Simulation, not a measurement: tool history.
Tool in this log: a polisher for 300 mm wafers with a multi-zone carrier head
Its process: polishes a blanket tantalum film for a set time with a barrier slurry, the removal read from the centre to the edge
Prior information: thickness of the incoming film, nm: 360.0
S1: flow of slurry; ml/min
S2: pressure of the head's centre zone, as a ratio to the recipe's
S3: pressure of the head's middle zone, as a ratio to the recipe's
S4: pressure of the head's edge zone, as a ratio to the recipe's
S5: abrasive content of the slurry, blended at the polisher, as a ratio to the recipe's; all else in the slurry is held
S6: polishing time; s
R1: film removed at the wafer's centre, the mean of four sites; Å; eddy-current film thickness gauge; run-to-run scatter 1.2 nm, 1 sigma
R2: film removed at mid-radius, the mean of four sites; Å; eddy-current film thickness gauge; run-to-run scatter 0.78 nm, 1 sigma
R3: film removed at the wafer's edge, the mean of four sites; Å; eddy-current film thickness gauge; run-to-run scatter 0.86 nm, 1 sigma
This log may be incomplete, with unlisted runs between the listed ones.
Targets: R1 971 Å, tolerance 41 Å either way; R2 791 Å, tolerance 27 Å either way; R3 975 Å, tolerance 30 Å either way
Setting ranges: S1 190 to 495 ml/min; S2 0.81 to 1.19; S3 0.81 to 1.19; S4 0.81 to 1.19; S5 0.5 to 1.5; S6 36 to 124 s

{"run": 1, "hour": 0.0, "S1": 320, "S2": 1, "S3": 1, "S4": 1, "S5": 1, "S6": 79, "R1": 1233.1, "R2": 1170.7, "R3": 1248.8}
{"run": 2, "hour": 0.5, "S1": 320, "S2": 1, "S3": 1, "S4": 1, "S5": 1.2, "S6": 79, "R1": 1283, "R2": 1254.9, "R3": 1299.9}
{"run": 3, "hour": 9.0, "S1": 320, "S2": 1, "S3": 1, "S4": 1, "S5": 1.2, "S6": 69, "R1": 1120.5, "R2": 1085, "R3": 1141.5}
{"run": 4, "hour": 13.5, "S1": 320, "S2": 1, "S3": 1, "S4": 1, "S5": 1.1, "S6": 69, "R1": 1076, "R2": 1071.7, "R3": 1108}
{"run": 5, "hour": 14.4, "S1": 320, "S2": 1, "S3": 1.03, "S4": 1, "S5": 1.1, "S6": 69, "R1": 1100.7, "R2": 1078.9, "R3": 1114.5}
{"run": 6, "hour": 22.5, "S1": 315, "S2": 1.01, "S3": 1.01, "S4": 1, "S5": 1.05, "S6": 69, "R1": 1083.7, "R2": 1071.2, "R3": 1110.3}
{"run": 7, "hour": 25.9, "S1": 330, "S2": 1.02, "S3": 0.99, "S4": 1.01, "S5": 1, "S6": 68, "R1": 1059.8, "R2": 1019.4, "R3": 1095.2}
{"run": 8, "hour": 28.1, "S1": 330, "S2": 1.03, "S3": 0.97, "S4": 1, "S5": 0.95, "S6": 68, "R1": 1080.6, "R2": 992, "R3": 1046.8}
{"run": 9, "hour": 35.5, "S1": 295, "S2": 0.97, "S3": 0.87, "S4": 1.1, "S5": 0.75, "S6": 65, "R1": 935.88, "R2": 819.7, "R3": 1002.5}

5 next moves are on the table. One of them brings every result within its allowed miss. Which?
{"run": "A", "hour": 42.9, "S1": 310, "S2": 0.94, "S3": 0.86, "S4": 1.09, "S5": 0.55, "S6": 74, "R1": "?", "R2": "?", "R3": "?"}
{"run": "B", "hour": 42.9, "S1": 365, "S2": 1.09, "S3": 0.88, "S4": 1.14, "S5": 0.7, "S6": 62, "R1": "?", "R2": "?", "R3": "?"}
{"run": "C", "hour": 42.9, "S1": 250, "S2": 1.06, "S3": 0.92, "S4": 1.02, "S5": 1.1, "S6": 62, "R1": "?", "R2": "?", "R3": "?"}
{"run": "D", "hour": 42.9, "S1": 190, "S2": 0.96, "S3": 0.83, "S4": 1.19, "S5": 0.8, "S6": 67, "R1": "?", "R2": "?", "R3": "?"}
{"run": "E", "hour": 42.9, "S1": 335, "S2": 0.94, "S3": 0.92, "S4": 1.11, "S5": 0.9, "S6": 60, "R1": "?", "R2": "?", "R3": "?"}

move=A R1=973.89 R2=861.62 R3=1068.1
move=B R1=957.68 R2=782.65 R3=970.82
move=C R1=981.06 R2=851.18 R3=971.07
move=D R1=889.39 R2=760.28 R3=1033.8
move=E R1=877.18 R2=819.58 R3=967.23
A: further off than the last run
B: meets every target
C: further off than the last run
D: pushes the last run's worst result past its target
E: further off than the last run
The move that meets every target is B.

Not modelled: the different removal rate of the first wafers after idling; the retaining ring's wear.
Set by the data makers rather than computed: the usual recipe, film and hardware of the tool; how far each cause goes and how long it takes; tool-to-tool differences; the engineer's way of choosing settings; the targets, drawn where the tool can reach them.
